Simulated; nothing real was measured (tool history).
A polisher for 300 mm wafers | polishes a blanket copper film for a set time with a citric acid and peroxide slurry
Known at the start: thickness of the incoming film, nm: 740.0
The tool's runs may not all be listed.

run	hour	flow of slurry (ml/min)	pressure of the wafer on the pad (kPa)	speed of the pad under the wafer (cm/s)	abrasive content of the slurry	polishing time (s)	film removed (nm)
1	0	225	28.3	100	1	63	171.12
2	8.7	225	28.3	100	1	57	152.74
3	11.4	225	31.7	100	1	57	169.55
4	19.5	225	29.6	100	1	57	160.81
5	24.8	225	29.6	90	1	57	149.5
6	30	225	29.6	90	0.9	57	147.19
7	35	225	29	90	0.9	57	140.8

Forecast run 8:
8	40.1	225	28.3	90	0.9	57	?

{"run 8": {"film removed (nm)": 135.67}}
